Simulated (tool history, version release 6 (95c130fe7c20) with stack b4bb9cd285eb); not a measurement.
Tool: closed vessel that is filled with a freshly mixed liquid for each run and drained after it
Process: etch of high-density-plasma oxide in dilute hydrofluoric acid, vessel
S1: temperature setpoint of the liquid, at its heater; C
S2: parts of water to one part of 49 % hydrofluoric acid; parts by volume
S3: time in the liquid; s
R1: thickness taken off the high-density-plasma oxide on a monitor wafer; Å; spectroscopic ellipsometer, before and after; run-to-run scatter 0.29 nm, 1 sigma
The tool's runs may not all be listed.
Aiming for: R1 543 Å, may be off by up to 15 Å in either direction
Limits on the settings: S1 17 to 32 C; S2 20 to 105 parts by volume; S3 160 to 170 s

run	hour	S1	S2	S3	R1
1	0	24	55	160	299.77
2	3.3	24	55	170	319.82
3	7.7	24	60	170	288.81
4	10.6	24	80	170	211.8
5	15.1	27	80	170	236.5
6	20.1	28	75	170	264.5
7	28.5	29	70	170	297.82
8	31.6	29.5	65	170	328.34
9	36.4	30	60	170	366.11
10	38.9	30.5	55	170	411.96
11	47.6	31	50	170	468.24

Which one of the following 4 next-run settings gets every result inside its allowed miss? There is exactly one.
A	56.3	28	35	160	?
B	56.3	30.5	40	170	?
C	56.3	32	45	170	?
D	56.3	30.5	45	170	?

move	R1
A	565.03
B	576.03
C	538.66
D	508.02
A: the result that was furthest off in the last run now lies on the other side of its target
B: the result that was furthest off in the last run now lies on the other side of its target
C: in spec on every target
D: nearer than the last run, and not there yet
Answer: C
